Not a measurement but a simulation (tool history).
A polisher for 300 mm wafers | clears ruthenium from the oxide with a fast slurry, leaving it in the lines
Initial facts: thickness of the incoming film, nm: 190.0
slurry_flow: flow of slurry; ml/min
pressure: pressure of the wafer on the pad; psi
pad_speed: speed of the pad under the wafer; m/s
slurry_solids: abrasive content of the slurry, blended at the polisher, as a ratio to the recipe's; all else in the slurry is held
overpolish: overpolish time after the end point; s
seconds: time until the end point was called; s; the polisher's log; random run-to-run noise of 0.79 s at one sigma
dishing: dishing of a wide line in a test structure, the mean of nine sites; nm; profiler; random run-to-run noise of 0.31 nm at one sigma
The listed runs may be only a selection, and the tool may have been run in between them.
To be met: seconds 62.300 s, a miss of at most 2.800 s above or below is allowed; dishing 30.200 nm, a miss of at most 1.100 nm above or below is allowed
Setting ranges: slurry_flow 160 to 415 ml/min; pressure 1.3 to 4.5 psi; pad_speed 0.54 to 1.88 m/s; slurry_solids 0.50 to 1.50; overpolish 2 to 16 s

run	hour	slurry_flow	pressure	pad_speed	slurry_solids	overpolish	seconds	dishing
1	0.0	265	2.9	1.20	1.00	8	38.529	34.129
2	8.8	265	2.9	1.20	1.20	8	34.071	39.428
3	16.7	265	2.9	1.20	1.20	5	34.256	24.997
4	19.6	265	2.9	1.20	1.20	4	34.681	20.066
5	27.6	265	2.6	1.20	1.20	4	39.337	18.213
6	32.6	265	2.3	1.20	1.20	4	43.441	16.121
7	39.6	260	2.1	1.16	1.20	6	48.030	21.596
8	47.4	260	1.9	1.14	1.25	7	53.489	23.037
9	54.6	260	1.8	1.14	1.30	8	54.490	25.342
10	62.2	260	1.7	1.14	1.30	8	58.536	24.048

Which of these 5 next moves meets every target?
A	69.8	270	1.5	1.20	1.35	11	?	?
B	69.8	265	1.7	1.28	1.20	10	?	?
C	69.8	245	1.9	1.06	1.30	11	?	?
D	69.8	240	2.3	0.80	1.20	10	?	?
E	69.8	270	1.3	1.20	1.50	11	?	?

move	seconds	dishing
A	62.041	30.346
B	55.459	30.829
C	56.635	33.044
D	61.891	27.810
E	67.746	27.939
A: every result within its allowed miss
B: gets the furthest-off result to its target, but another result is out of tolerance
C: moves the result that the last run missed by most past its target, out the other side
D: closes in on the targets versus the last run, not all within tolerance yet
E: closes in on the targets versus the last run, not all within tolerance yet
A is the move that brings every result within its allowed miss.
